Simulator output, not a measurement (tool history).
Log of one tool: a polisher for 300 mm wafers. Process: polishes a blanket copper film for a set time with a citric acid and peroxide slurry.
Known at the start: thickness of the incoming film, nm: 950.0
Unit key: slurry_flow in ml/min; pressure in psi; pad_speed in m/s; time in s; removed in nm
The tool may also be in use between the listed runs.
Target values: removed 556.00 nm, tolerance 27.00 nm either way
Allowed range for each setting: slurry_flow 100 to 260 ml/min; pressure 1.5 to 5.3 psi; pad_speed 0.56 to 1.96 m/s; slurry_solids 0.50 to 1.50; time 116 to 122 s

run	day	slurry_flow	pressure	pad_speed	slurry_solids	time	removed
1	0.000	165	3.4	1.26	1.00	116	390.63
2	0.279	165	2.8	1.26	1.00	116	329.24
3	0.358	165	2.8	1.26	1.00	116	327.57
4	0.617	165	2.8	1.26	0.80	116	318.33
5	0.654	165	2.8	1.26	0.95	116	326.19
6	0.779	165	2.8	1.26	0.80	116	313.42
7	1.050	165	3.4	1.28	0.80	116	360.20
8	1.283	165	4.0	1.30	0.80	116	429.53
9	1.633	165	4.3	1.32	0.80	116	445.48
10	1.712	165	4.6	1.34	0.80	116	477.52
11	2.004	165	4.8	1.36	0.80	116	495.37
12	2.204	165	5.0	1.38	0.80	116	519.65

Consider the 4 candidate settings below. Which is the only one whose results all fall within their allowed miss of target?
A	2.404	170	4.8	1.78	0.65	119	?
B	2.404	165	4.8	1.44	0.65	116	?
C	2.404	155	5.1	1.40	0.65	116	?
D	2.404	165	4.4	1.70	0.75	116	?

move	removed
A	622.55
B	490.89
C	495.81
D	566.03
A: moves the result that the last run missed by most past its target, out the other side
B: moves away from the targets compared with the last run
C: moves away from the targets compared with the last run
D: all results in spec
Move D is the one to make.
